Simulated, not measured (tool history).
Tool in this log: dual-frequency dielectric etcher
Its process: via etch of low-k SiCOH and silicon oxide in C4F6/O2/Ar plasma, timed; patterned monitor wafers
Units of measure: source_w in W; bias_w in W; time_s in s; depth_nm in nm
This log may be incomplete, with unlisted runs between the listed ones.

| run | hour | source_w | bias_w | time_s | depth_nm |
|---|---|---|---|---|---|
| 1 | 0 | 390 | 235 | 25.5 | 74.322 |
| 2 | 7.3 | 430 | 235 | 25.5 | 77.269 |
| 3 | 9.9 | 460 | 235 | 25.5 | 79.662 |
| 4 | 13.8 | 440 | 229 | 25.5 | 76.553 |
|  | 19.4 | wet clean of the chamber |
| 5 | 19.4 | 440 | 229 | 25.5 | 76.47 |
| 6 | 24.5 | 440 | 270 | 25.5 | 79.733 |
| 7 | 27 | 420 | 263 | 25.5 | 76.499 |

Run 8 comes next. What will it give?
| 8 | 32.3 | 400 | 261 | 25.5 | ? |

depth_nm: 75.13 nm

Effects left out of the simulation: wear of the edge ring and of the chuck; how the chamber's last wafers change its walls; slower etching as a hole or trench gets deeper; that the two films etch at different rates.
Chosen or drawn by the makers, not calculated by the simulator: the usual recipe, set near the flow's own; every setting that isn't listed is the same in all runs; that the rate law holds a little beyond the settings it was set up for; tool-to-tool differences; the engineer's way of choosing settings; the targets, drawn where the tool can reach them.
